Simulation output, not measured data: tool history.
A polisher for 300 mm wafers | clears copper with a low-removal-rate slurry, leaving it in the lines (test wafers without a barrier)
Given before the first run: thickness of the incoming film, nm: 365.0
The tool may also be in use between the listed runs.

| run | hour | flow of slurry (ml/min) | pressure of the wafer on the pad (psi) | speed of the pad under the wafer (m/s) | abrasive content of the slurry | overpolish time after the end point (s) | time until the end point was called (s) | dishing of a wide line in a test structure (angstrom) |
|---|---|---|---|---|---|---|---|---|
| 1 | 0 | 200 | 3 | 1.24 | 1 | 15 | 91.252 | 381.87 |
| 2 | 3 | 180 | 3 | 1.24 | 1 | 15 | 96.776 | 372.45 |
| 3 | 6.8 | 175 | 2.7 | 1.24 | 1 | 14 | 103.34 | 326.03 |
| 4 | 12.8 | 200 | 2.7 | 1.24 | 1 | 14 | 103.52 | 340.8 |
| 5 | 17.3 | 195 | 2.4 | 1.22 | 1 | 13 | 119.92 | 280.02 |
| 6 | 21.6 | 195 | 2.4 | 1.22 | 1.15 | 13 | 114.57 | 286.49 |

Forecast run 7:
| 7 | 29.8 | 195 | 2.2 | 1.22 | 1.15 | 13 | ? | ? |

time until the end point was called (s): 124.08
dishing of a wide line in a test structure (angstrom): 261.03
